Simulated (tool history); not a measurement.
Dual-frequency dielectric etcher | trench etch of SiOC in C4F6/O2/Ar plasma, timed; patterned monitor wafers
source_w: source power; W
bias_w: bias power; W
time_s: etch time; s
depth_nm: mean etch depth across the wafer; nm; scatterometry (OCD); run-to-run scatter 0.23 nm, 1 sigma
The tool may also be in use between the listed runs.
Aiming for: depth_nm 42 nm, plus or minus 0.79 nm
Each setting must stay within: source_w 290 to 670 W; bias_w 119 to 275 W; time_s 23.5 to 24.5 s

run,hour,source_w,bias_w,time_s,depth_nm
1,0,480,197,23.5,49.33
2,4.6,430,197,23.5,47.7
3,5.1,400,192,23.5,45.534
4,8.8,400,218,23.5,47.503
5,14,400,195,23.5,45.98
6,16.5,400,195,23.5,45.853
7,19.9,380,194,23.5,45.059
8,25.9,370,193,23.5,44.069
9,30.3,360,193,23.5,43.723
10,37.2,350,193,23.5,43.095

4 next moves are on the table. One of them brings every result within its allowed miss. Which?
A,44.1,290,197,24.5,?
B,44.1,370,191,23.5,?
C,44.1,370,198,23.5,?
D,44.1,370,189,24,?

move,depth_nm
A,42.116
B,44.143
C,44.621
D,44.941
A: all results in spec
B: lands further from the targets than the last run did
C: lands further from the targets than the last run did
D: lands further from the targets than the last run did
A meets every target.
